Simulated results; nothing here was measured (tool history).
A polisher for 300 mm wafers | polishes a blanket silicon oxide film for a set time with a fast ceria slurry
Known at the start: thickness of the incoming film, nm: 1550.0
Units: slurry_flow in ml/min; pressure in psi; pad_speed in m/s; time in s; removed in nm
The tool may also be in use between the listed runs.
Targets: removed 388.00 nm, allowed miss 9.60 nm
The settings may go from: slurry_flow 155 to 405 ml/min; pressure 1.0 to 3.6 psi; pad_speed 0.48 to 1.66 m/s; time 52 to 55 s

run	hour	slurry_flow	pressure	pad_speed	time	removed
1	0.0	260	2.3	1.06	52	642.03
2	1.2	255	2.1	1.06	52	603.53
3	6.2	255	1.9	1.06	52	559.74
4	15.2	255	1.7	1.06	52	520.31
5	21.3	255	1.7	1.28	52	624.70
6	24.4	255	1.6	1.24	52	583.31
7	26.6	255	1.5	1.20	52	540.68
8	33.2	255	1.4	1.16	52	503.88
9	41.4	235	1.0	1.04	52	369.34

5 next moves are on the table. One of them brings every result within its allowed miss. Which?
A	49.6	205	1.1	0.96	52	?
B	49.6	310	1.0	0.92	52	?
C	49.6	220	1.0	0.98	53	?
D	49.6	240	1.0	1.02	52	?
E	49.6	190	1.1	1.06	52	?

move	removed
A	351.82
B	335.44
C	350.12
D	360.74
E	383.54
A: further off than the last run
B: further off than the last run
C: further off than the last run
D: further off than the last run
E: meets every target
Move E is the one to make.
